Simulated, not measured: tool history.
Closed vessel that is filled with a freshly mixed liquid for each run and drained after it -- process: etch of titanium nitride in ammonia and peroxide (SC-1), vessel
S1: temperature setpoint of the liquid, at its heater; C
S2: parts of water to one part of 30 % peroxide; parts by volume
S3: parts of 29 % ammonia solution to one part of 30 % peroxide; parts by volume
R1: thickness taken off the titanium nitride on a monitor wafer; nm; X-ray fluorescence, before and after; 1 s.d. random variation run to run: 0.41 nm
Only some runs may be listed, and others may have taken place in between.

Run 1, hour 0: S1 52 C, S2 12 parts by volume, S3 0.5 parts by volume, time in the liquid (s) 945. Result: R1 54.034 nm.
Run 2, hour 4.5: S1 47 C, S2 12 parts by volume, S3 0.5 parts by volume, time in the liquid (s) 945. Result: R1 38.06 nm.
Run 3, hour 11.7: S1 47 C, S2 12 parts by volume, S3 0.5 parts by volume, time in the liquid (s) 945. Result: R1 37.732 nm.
Run 4, hour 14.1: S1 47 C, S2 12 parts by volume, S3 0.5 parts by volume, time in the liquid (s) 945. Result: R1 38.425 nm.
Run 5, hour 23.4: S1 47 C, S2 12 parts by volume, S3 0.3 parts by volume, time in the liquid (s) 945. Result: R1 34.098 nm.
Run 6, hour 28.2: S1 49 C, S2 12 parts by volume, S3 0.3 parts by volume, time in the liquid (s) 945. Result: R1 39.601 nm.
Run 7, hour 31.3: S1 57 C, S2 12 parts by volume, S3 0.3 parts by volume, time in the liquid (s) 945. Result: R1 68.722 nm.

Estimate the outcome of run 8 from the log above:
Run 8, hour 39.2: S1 56.5 C, S2 12 parts by volume, S3 0.3 parts by volume, time in the liquid (s) 945. Result: R1 ?.

R1: 66.818 nm
